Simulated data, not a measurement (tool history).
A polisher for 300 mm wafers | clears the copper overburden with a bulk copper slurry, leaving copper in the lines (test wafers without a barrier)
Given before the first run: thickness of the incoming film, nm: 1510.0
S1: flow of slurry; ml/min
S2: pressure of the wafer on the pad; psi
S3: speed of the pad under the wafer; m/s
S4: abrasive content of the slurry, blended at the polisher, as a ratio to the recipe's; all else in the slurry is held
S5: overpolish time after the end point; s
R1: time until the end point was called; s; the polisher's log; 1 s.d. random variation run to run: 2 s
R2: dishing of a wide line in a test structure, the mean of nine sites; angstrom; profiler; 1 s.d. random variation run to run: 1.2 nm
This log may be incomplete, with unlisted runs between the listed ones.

run    day   S1   S2    S3   S4  S5      R1       R2
  1  0.000  315  3.0  1.36  1.0  16  125.81  1044.10
  2  0.246  315  2.8  1.34  1.0  17  134.97  1002.70
  3  0.388  315  2.6  1.32  1.0  18  145.17   967.90
  4  0.667  315  2.2  1.32  1.0  18  172.61   858.57
  5  0.942  315  2.5  1.32  1.0  18  151.82   959.67
  6  1.083  315  2.3  1.30  1.0  18  167.64   911.26

Run 7, settings as shown, results not yet in. Your forecast:
  7  1.254  310  1.5  1.28  1.0  18   ?   ?

R1: 258.04 s
R2: 623.25 angstrom

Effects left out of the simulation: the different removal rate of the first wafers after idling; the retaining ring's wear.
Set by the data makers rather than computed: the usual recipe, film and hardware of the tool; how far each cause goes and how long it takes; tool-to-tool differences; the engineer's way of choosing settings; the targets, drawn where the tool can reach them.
